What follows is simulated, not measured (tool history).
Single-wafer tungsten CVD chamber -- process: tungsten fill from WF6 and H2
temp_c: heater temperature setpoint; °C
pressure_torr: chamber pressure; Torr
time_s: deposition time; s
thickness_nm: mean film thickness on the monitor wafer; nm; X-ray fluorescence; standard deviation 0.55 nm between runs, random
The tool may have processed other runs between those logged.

{"run": 1, "hour": 0.0, "temp_c": 395, "pressure_torr": 46.3, "time_s": 43.5, "thickness_nm": 146.24}
{"run": 2, "hour": 0.9, "temp_c": 403, "pressure_torr": 46.3, "time_s": 43.5, "thickness_nm": 168.26}
{"run": 3, "hour": 7.8, "temp_c": 403, "pressure_torr": 39.6, "time_s": 43.5, "thickness_nm": 153.7}
{"run": 4, "hour": 10.7, "temp_c": 400, "pressure_torr": 39.4, "time_s": 43.5, "thickness_nm": 143.61}
{"run": 5, "hour": 17.8, "temp_c": 400, "pressure_torr": 39.4, "time_s": 44.8, "thickness_nm": 148.19}
{"run": 6, "hour": 22.8, "temp_c": 398, "pressure_torr": 39.3, "time_s": 44.8, "thickness_nm": 142.16}
{"run": 7, "hour": 29.1, "temp_c": 397, "pressure_torr": 39.2, "time_s": 44.8, "thickness_nm": 139.53}

Expected results for the next run?
{"run": 8, "hour": 36.3, "temp_c": 396, "pressure_torr": 39.1, "time_s": 44.8, "thickness_nm": "?"}

{"run 8": {"thickness_nm": 137.74}}

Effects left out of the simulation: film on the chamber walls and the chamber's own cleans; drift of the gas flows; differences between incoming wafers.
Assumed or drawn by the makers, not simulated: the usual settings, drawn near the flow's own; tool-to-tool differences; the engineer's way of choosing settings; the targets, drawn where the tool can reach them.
